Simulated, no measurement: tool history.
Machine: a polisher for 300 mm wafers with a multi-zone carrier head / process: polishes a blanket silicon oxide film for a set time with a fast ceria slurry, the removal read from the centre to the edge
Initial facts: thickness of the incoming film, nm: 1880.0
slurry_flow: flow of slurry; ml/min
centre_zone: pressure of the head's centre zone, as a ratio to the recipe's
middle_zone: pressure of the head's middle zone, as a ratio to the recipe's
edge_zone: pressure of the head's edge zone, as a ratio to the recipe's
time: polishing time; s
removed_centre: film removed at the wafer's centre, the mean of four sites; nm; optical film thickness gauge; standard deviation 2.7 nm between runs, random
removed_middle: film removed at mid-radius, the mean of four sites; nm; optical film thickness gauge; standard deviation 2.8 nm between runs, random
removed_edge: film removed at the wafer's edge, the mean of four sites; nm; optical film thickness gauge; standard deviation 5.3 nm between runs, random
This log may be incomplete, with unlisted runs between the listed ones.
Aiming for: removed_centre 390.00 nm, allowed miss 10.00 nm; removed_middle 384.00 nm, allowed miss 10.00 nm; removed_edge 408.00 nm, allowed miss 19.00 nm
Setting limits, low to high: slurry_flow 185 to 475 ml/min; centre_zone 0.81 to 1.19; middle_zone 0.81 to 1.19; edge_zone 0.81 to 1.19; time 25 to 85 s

run,hour,slurry_flow,centre_zone,middle_zone,edge_zone,time,removed_centre,removed_middle,removed_edge
1,0.0,305,1.00,1.00,1.00,55,548.89,539.58,577.54
2,4.6,305,0.98,0.98,0.97,52,515.15,498.40,523.79
3,11.2,260,0.98,0.98,0.97,52,507.42,489.63,521.43
4,11.7,260,0.98,0.98,0.97,63,612.09,595.19,633.06
5,19.9,255,0.95,0.96,0.95,59,559.42,546.61,587.37
6,25.6,325,0.95,0.96,0.95,59,568.71,561.05,582.51
7,30.3,315,0.92,0.94,0.93,56,522.92,517.50,567.65
8,33.8,315,0.92,0.94,0.91,52,487.24,480.59,516.83
9,37.9,320,0.91,0.94,0.89,49,454.96,453.28,472.77
10,41.3,315,0.90,0.93,0.87,48,439.02,444.90,473.97
11,42.9,340,0.93,0.93,0.87,38,361.58,349.59,366.34
12,50.5,335,0.94,0.94,0.89,39,373.04,366.14,381.69
13,54.7,330,0.94,0.94,0.91,39,373.38,364.26,386.71
14,62.7,330,0.94,0.95,0.92,39,376.30,368.59,381.60

Which of these 5 next moves meets every target?
A,70.7,260,0.92,0.92,0.88,42,?,?,?
B,70.7,415,1.10,1.17,0.88,35,?,?,?
C,70.7,240,0.83,0.87,0.95,43,?,?,?
D,70.7,345,0.96,1.00,0.91,37,?,?,?
E,70.7,375,0.84,0.91,0.96,41,?,?,?

move,removed_centre,removed_middle,removed_edge
A,390.28,381.10,397.13
B,387.57,385.06,336.91
C,366.45,374.33,415.66
D,362.39,361.06,357.89
E,363.00,377.34,405.58
A: each result inside its tolerance
B: the worst result of the last run now meets its target, but another is out of spec
C: the worst result of the last run now meets its target, but another is out of spec
D: lands further from the targets than the last run did
E: the worst result of the last run now meets its target, but another is out of spec
A meets every target.
